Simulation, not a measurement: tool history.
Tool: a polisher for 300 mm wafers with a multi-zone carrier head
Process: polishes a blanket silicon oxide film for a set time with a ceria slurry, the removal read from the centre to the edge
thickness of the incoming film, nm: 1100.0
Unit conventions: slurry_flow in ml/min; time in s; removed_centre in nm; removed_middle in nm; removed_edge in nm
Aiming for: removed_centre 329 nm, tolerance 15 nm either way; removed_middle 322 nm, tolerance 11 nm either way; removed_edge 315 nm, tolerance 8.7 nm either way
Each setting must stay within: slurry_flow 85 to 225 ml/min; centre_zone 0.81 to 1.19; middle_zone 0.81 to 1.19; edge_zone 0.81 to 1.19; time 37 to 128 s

| run | hour | slurry_flow | centre_zone | middle_zone | edge_zone | time | removed_centre | removed_middle | removed_edge |
|---|---|---|---|---|---|---|---|---|---|
| 1 | 0 | 145 | 1 | 1 | 1 | 82 | 240.32 | 248.9 | 246.45 |
| 2 | 3 | 150 | 1.01 | 1.01 | 1.01 | 83 | 247.88 | 254.33 | 247.02 |
| 3 | 11.6 | 185 | 1.01 | 1.01 | 1.01 | 83 | 262.23 | 264.48 | 254.54 |
| 4 | 13.5 | 185 | 1.01 | 1.01 | 1.02 | 84 | 267.07 | 262.16 | 258.66 |
| 5 | 16.1 | 185 | 1.01 | 1.02 | 1.03 | 85 | 269.67 | 271.46 | 261.09 |
| 6 | 23.6 | 185 | 1.01 | 1.09 | 1.03 | 85 | 272.81 | 284.16 | 257.91 |
| 7 | 25.5 | 185 | 1.01 | 1.09 | 1.04 | 86 | 267.01 | 283.75 | 268.38 |
| 8 | 29.1 | 185 | 1.02 | 1.09 | 1.05 | 87 | 273.41 | 296.26 | 269.86 |

5 candidate next runs follow, results not yet known. Just one meets every target within its allowed miss. Identify it.
| A | 32.7 | 180 | 0.91 | 1.07 | 1.12 | 99 | ? | ? | ? |
| B | 32.7 | 170 | 1.02 | 1.01 | 1.04 | 103 | ? | ? | ? |
| C | 32.7 | 210 | 1.05 | 1.11 | 1 | 94 | ? | ? | ? |
| D | 32.7 | 170 | 1 | 1.14 | 1.09 | 94 | ? | ? | ? |
| E | 32.7 | 180 | 1.01 | 1.14 | 1.08 | 94 | ? | ? | ? |

| move | removed_centre | removed_middle | removed_edge |
|---|---|---|---|
| A | 292.51 | 328.11 | 317.56 |
| B | 328.09 | 324.78 | 316.74 |
| C | 315.91 | 326.32 | 289.08 |
| D | 295.25 | 323.73 | 295.47 |
| E | 300.1 | 326.27 | 295.79 |
A: gets the furthest-off result to its target, but another result is out of tolerance
B: every result within its allowed miss
C: moves toward the targets from the last run without getting all of them in spec
D: moves toward the targets from the last run without getting all of them in spec
E: moves toward the targets from the last run without getting all of them in spec
B is the move that brings every result within its allowed miss.
